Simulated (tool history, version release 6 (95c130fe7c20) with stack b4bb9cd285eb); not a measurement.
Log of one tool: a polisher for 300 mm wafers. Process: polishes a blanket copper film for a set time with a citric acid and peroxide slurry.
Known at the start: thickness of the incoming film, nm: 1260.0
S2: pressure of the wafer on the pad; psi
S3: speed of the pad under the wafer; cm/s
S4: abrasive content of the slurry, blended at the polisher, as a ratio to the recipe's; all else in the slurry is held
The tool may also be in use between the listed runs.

Run 1, day 0.000: flow of slurry (ml/min) 145, S2 2.5 psi, S3 102 cm/s, S4 1.0, polishing time (s) 48. Result: film removed (nm) 73.990.
Run 2, day 0.300: flow of slurry (ml/min) 145, S2 2.5 psi, S3 76 cm/s, S4 1.0, polishing time (s) 48. Result: film removed (nm) 56.338.
Run 3, day 0.404: flow of slurry (ml/min) 135, S2 2.0 psi, S3 68 cm/s, S4 1.0, polishing time (s) 48. Result: film removed (nm) 42.056.
Run 4, day 0.571: flow of slurry (ml/min) 100, S2 2.0 psi, S3 68 cm/s, S4 1.0, polishing time (s) 48. Result: film removed (nm) 39.561.
Run 5, day 0.912: flow of slurry (ml/min) 100, S2 2.5 psi, S3 68 cm/s, S4 1.0, polishing time (s) 48. Result: film removed (nm) 45.907.
Run 6, day 1.258: flow of slurry (ml/min) 95, S2 2.0 psi, S3 64 cm/s, S4 1.0, polishing time (s) 48. Result: film removed (nm) 36.287.
Run 7, day 1.283: flow of slurry (ml/min) 90, S2 1.7 psi, S3 62 cm/s, S4 1.0, polishing time (s) 48. Result: film removed (nm) 30.657.
Run 8, day 1.471: flow of slurry (ml/min) 90, S2 1.5 psi, S3 62 cm/s, S4 1.0, polishing time (s) 48. Result: film removed (nm) 28.239.
Run 9, day 1.750: flow of slurry (ml/min) 90, S2 1.4 psi, S3 62 cm/s, S4 1.0, polishing time (s) 48. Result: film removed (nm) 26.969.

Run 10 has not been measured yet. What should we expect?
Run 10, day 2.067: flow of slurry (ml/min) 90, S2 1.3 psi, S3 62 cm/s, S4 1.0, polishing time (s) 48. Result: film removed (nm) ?.

film removed (nm): 26.055
